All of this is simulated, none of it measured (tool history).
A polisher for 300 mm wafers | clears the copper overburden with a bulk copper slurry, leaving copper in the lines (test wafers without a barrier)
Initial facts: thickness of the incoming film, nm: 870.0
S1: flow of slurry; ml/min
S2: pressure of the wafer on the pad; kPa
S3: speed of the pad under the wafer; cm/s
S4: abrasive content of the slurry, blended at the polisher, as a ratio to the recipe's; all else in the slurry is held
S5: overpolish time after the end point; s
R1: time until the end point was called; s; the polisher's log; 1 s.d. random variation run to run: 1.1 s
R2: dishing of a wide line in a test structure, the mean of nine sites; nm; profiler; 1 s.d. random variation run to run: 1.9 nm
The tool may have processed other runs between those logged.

run 1 hour=0 | S1=210 S2=14.5 S3=138 S4=1 S5=17 | R1=86.366 R2=79.505
run 2 hour=1.2 | S1=255 S2=14.5 S3=138 S4=1 S5=17 | R1=84.692 R2=81.461
run 3 hour=8.5 | S1=255 S2=15.9 S3=140 S4=1 S5=17 | R1=73.935 R2=92.391
run 4 hour=12.3 | S1=255 S2=15.9 S3=108 S4=1 S5=17 | R1=97.9 R2=76.807
run 5 hour=17.7 | S1=285 S2=15.9 S3=108 S4=1 S5=17 | R1=96.198 R2=80.291
run 6 hour=23.4 | S1=285 S2=15.9 S3=108 S4=1 S5=22 | R1=97.233 R2=89.975
run 7 hour=24.3 | S1=280 S2=17.2 S3=110 S4=1 S5=19 | R1=88.867 R2=85.812
run 8 hour=26.9 | S1=280 S2=18.6 S3=112 S4=1 S5=18 | R1=78.128 R2=90.746
run 9 hour=27.8 | S1=280 S2=19.3 S3=112 S4=1 S5=17 | R1=76.605 R2=93.129
run 10 hour=30.8 | S1=280 S2=20 S3=114 S4=1 S5=16 | R1=72.438 R2=91.136

What does the tool deliver on the next run?
run 11 hour=38.5 | S1=280 S2=20.7 S3=114 S4=1 S5=16 | R1=? R2=?

{"run 11": {"R1": 72.045, "R2": 93.386}}
